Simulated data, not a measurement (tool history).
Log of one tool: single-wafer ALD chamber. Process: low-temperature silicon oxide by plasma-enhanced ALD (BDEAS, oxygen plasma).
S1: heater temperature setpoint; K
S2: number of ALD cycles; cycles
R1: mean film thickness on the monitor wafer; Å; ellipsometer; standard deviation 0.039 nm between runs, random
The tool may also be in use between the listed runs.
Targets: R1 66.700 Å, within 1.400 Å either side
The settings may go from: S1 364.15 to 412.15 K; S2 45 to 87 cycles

run	day	S1	S2	R1
1	0.000	388.15	66	87.441
2	0.200	389.15	63	84.416
3	0.238	390.15	60	79.778
4	0.308	391.15	58	76.846
5	0.596	392.15	57	75.010
6	0.733	402.15	57	74.104
7	0.942	402.15	57	74.362
8	0.996	402.15	56	72.281
# day 1.146: thermocouple changed; heater temperature recalibrated
9	1.146	402.15	55	71.320

Exercise: of the 4 proposed moves below, exactly one satisfies all targets within the stated allowed misses. Which move is it?
A	1.296	385.15	53	?
B	1.296	400.15	54	?
C	1.296	405.15	54	?
D	1.296	408.15	52	?

move	R1
A	70.464
B	69.722
C	69.032
D	66.076
A: nearer the targets than the last run, but a result is still out of spec
B: nearer the targets than the last run, but a result is still out of spec
C: nearer the targets than the last run, but a result is still out of spec
D: all results in spec
Go with D: it meets all targets.
